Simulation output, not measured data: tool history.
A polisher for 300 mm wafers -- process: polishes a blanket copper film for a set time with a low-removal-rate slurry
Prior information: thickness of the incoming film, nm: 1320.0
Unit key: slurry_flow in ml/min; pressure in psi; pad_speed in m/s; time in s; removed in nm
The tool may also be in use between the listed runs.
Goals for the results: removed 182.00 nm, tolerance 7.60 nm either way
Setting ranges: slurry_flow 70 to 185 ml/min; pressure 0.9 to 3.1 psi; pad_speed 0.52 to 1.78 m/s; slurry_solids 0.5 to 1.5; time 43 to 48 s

run 1 day=0.000 | slurry_flow=120 pressure=2.0 pad_speed=1.14 slurry_solids=1.0 time=48 | removed=106.79
run 2 day=0.100 | slurry_flow=125 pressure=2.2 pad_speed=1.14 slurry_solids=1.0 time=48 | removed=118.85
run 3 day=0.392 | slurry_flow=125 pressure=2.4 pad_speed=1.14 slurry_solids=1.0 time=48 | removed=127.75
run 4 day=0.508 | slurry_flow=140 pressure=2.4 pad_speed=1.14 slurry_solids=1.0 time=48 | removed=130.07
run 5 day=0.612 | slurry_flow=140 pressure=2.4 pad_speed=1.14 slurry_solids=0.8 time=48 | removed=123.28
run 6 day=0.921 | slurry_flow=140 pressure=2.4 pad_speed=1.30 slurry_solids=0.8 time=48 | removed=135.83
run 7 day=0.946 | slurry_flow=140 pressure=2.5 pad_speed=1.30 slurry_solids=0.8 time=48 | removed=144.07
run 8 day=1.112 | slurry_flow=140 pressure=2.6 pad_speed=1.30 slurry_solids=0.8 time=48 | removed=152.37
run 9 day=1.242 | slurry_flow=140 pressure=2.6 pad_speed=1.30 slurry_solids=0.8 time=48 | removed=149.16
-- day=1.362 worn pad replaced by a new one
run 10 day=1.362 | slurry_flow=140 pressure=2.6 pad_speed=1.30 slurry_solids=0.8 time=48 | removed=166.64
run 11 day=1.729 | slurry_flow=140 pressure=2.7 pad_speed=1.30 slurry_solids=0.8 time=48 | removed=171.84

Consider the 5 candidate settings below. Which is the only one whose results all fall within their allowed miss of target?
run A day=2.096 | slurry_flow=140 pressure=2.6 pad_speed=1.28 slurry_solids=0.9 time=45 | removed=?
run B day=2.096 | slurry_flow=135 pressure=2.4 pad_speed=1.38 slurry_solids=0.8 time=48 | removed=?
run C day=2.096 | slurry_flow=125 pressure=2.9 pad_speed=1.30 slurry_solids=0.8 time=48 | removed=?
run D day=2.096 | slurry_flow=150 pressure=2.3 pad_speed=1.32 slurry_solids=0.7 time=48 | removed=?
run E day=2.096 | slurry_flow=155 pressure=2.6 pad_speed=1.36 slurry_solids=0.8 time=43 | removed=?

move=A removed=160.07
move=B removed=164.00
move=C removed=184.91
move=D removed=148.37
move=E removed=159.41
A: misses by more than the last run did
B: misses by more than the last run did
C: all results land within tolerance of their targets
D: misses by more than the last run did
E: misses by more than the last run did
Answer: C
